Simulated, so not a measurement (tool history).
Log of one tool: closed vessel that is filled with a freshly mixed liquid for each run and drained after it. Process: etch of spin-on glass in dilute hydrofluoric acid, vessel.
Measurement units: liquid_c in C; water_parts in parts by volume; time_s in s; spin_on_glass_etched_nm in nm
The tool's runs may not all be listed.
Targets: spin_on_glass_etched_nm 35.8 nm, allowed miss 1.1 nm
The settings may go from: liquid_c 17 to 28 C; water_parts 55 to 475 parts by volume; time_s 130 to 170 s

Run 1, day 0: liquid_c 20 C, water_parts 265 parts by volume, time_s 170 s. Result: spin_on_glass_etched_nm 17.672 nm.
Run 2, day 0.142: liquid_c 21 C, water_parts 255 parts by volume, time_s 170 s. Result: spin_on_glass_etched_nm 18.962 nm.
Run 3, day 0.396: liquid_c 21.5 C, water_parts 245 parts by volume, time_s 170 s. Result: spin_on_glass_etched_nm 20.064 nm.
Run 4, day 0.779: liquid_c 21.5 C, water_parts 280 parts by volume, time_s 170 s. Result: spin_on_glass_etched_nm 17.2 nm.
Run 5, day 0.846: liquid_c 22 C, water_parts 265 parts by volume, time_s 170 s. Result: spin_on_glass_etched_nm 18.722 nm.
Run 6, day 0.992: liquid_c 23.5 C, water_parts 265 parts by volume, time_s 170 s. Result: spin_on_glass_etched_nm 19.867 nm.
Run 7, day 1.338: liquid_c 24 C, water_parts 255 parts by volume, time_s 170 s. Result: spin_on_glass_etched_nm 21.357 nm.
Run 8, day 1.408: liquid_c 24.5 C, water_parts 245 parts by volume, time_s 170 s. Result: spin_on_glass_etched_nm 22.966 nm.
Run 9, day 1.729: liquid_c 25 C, water_parts 240 parts by volume, time_s 170 s. Result: spin_on_glass_etched_nm 23.441 nm.
Run 10, day 1.962: liquid_c 25.5 C, water_parts 230 parts by volume, time_s 170 s. Result: spin_on_glass_etched_nm 25.289 nm.
Run 11, day 2.333: liquid_c 25.5 C, water_parts 225 parts by volume, time_s 170 s. Result: spin_on_glass_etched_nm 26.148 nm.
Run 12, day 2.612: liquid_c 25.5 C, water_parts 220 parts by volume, time_s 170 s. Result: spin_on_glass_etched_nm 26.745 nm.
Run 13, day 2.917: liquid_c 25.5 C, water_parts 215 parts by volume, time_s 170 s. Result: spin_on_glass_etched_nm 27.869 nm.
Run 14, day 3.15: liquid_c 28 C, water_parts 175 parts by volume, time_s 170 s. Result: spin_on_glass_etched_nm 38.949 nm.
Run 15, day 3.479: liquid_c 27 C, water_parts 175 parts by volume, time_s 170 s. Result: spin_on_glass_etched_nm 37.156 nm.

Consider the 5 candidate settings below. Which is the only one whose results all fall within their allowed miss of target?
Run A, day 3.808: liquid_c 23 C, water_parts 150 parts by volume, time_s 170 s. Result: spin_on_glass_etched_nm ?.
Run B, day 3.808: liquid_c 28 C, water_parts 180 parts by volume, time_s 165 s. Result: spin_on_glass_etched_nm ?.
Run C, day 3.808: liquid_c 27.5 C, water_parts 170 parts by volume, time_s 170 s. Result: spin_on_glass_etched_nm ?.
Run D, day 3.808: liquid_c 28 C, water_parts 165 parts by volume, time_s 160 s. Result: spin_on_glass_etched_nm ?.
Run E, day 3.808: liquid_c 28 C, water_parts 175 parts by volume, time_s 170 s. Result: spin_on_glass_etched_nm ?.

move  spin_on_glass_etched_nm
   A                   38.204
   B                   36.095
   C                   39.104
   D                    38.84
   E                   38.467
A: moves away from the targets compared with the last run
B: all results land within tolerance of their targets
C: moves away from the targets compared with the last run
D: moves away from the targets compared with the last run
E: moves away from the targets compared with the last run
So the answer is move B, the one that meets all the targets.

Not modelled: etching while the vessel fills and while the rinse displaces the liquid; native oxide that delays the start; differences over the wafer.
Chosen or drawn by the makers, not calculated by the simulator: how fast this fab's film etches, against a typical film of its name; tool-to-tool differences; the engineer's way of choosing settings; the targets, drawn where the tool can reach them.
